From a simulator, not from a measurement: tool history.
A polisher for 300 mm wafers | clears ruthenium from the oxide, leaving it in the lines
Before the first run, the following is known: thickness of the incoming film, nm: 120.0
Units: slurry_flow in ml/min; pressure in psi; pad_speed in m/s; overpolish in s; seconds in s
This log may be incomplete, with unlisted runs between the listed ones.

run 1 day=0 | slurry_flow=145 pressure=2.3 pad_speed=1.12 overpolish=15 | seconds=80.005
run 2 day=0.196 | slurry_flow=145 pressure=2.4 pad_speed=1.12 overpolish=15 | seconds=75.699
run 3 day=0.533 | slurry_flow=145 pressure=2.5 pad_speed=1.12 overpolish=15 | seconds=74.706
run 4 day=0.583 | slurry_flow=145 pressure=2.6 pad_speed=1.12 overpolish=15 | seconds=71.361
run 5 day=0.896 | slurry_flow=145 pressure=2.7 pad_speed=1.12 overpolish=15 | seconds=69.524
run 6 day=1.108 | slurry_flow=145 pressure=2.7 pad_speed=1.12 overpolish=16 | seconds=68.792
run 7 day=1.396 | slurry_flow=145 pressure=2.8 pad_speed=1.12 overpolish=16 | seconds=66.576
run 8 day=1.712 | slurry_flow=145 pressure=2.9 pad_speed=1.12 overpolish=16 | seconds=66.864
run 9 day=2.012 | slurry_flow=145 pressure=3 pad_speed=1.12 overpolish=16 | seconds=64.833
run 10 day=2.062 | slurry_flow=145 pressure=3.1 pad_speed=1.12 overpolish=16 | seconds=63.981
run 11 day=2.412 | slurry_flow=145 pressure=3.2 pad_speed=1.12 overpolish=16 | seconds=60.863

Expected results for the next run?
run 12 day=2.775 | slurry_flow=145 pressure=3.3 pad_speed=1.12 overpolish=16 | seconds=?

{"run 12": {"seconds": 61.444}}

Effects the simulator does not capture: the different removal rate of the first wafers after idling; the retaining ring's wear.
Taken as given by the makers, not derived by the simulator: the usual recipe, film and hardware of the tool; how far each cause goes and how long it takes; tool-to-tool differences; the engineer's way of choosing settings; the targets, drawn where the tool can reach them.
